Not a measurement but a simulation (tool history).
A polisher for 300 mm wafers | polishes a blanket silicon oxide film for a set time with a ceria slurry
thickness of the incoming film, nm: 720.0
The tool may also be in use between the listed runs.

run	hour	flow of slurry (ml/min)	pressure of the wafer on the pad (kPa)	speed of the pad under the wafer (m/s)	polishing time (s)	film removed (angstrom)
1	0.0	245	15.9	1.06	76	2978.7
2	5.9	290	15.9	1.06	76	3045.6
3	11.6	320	15.9	1.06	76	3081.9
4	13.9	320	13.8	1.04	76	2572.3
5	21.3	320	12.4	1.04	76	2364.2
6	26.2	320	12.4	1.04	76	2318.7
7	33.9	320	11.7	1.04	76	2222.2
8	40.2	320	11.0	1.04	76	2100.0
9	41.5	320	10.3	1.04	76	1987.6
10	44.7	320	9.7	1.04	76	1820.7
11	48.3	305	9.7	1.04	76	1833.6
12	55.9	295	9.7	1.04	76	1872.5
13	62.3	295	9.0	1.04	76	1731.6
14	70.0	295	9.0	1.04	76	1699.1
15	72.6	285	9.0	1.04	76	1673.3
16	78.7	275	9.0	1.04	76	1702.1
17	86.1	270	9.0	1.04	76	1712.3
18	93.2	265	9.0	1.04	76	1695.4

For run 19, what comes out?
19	99.3	245	7.6	1.04	76	?

film removed (angstrom): 1451.9
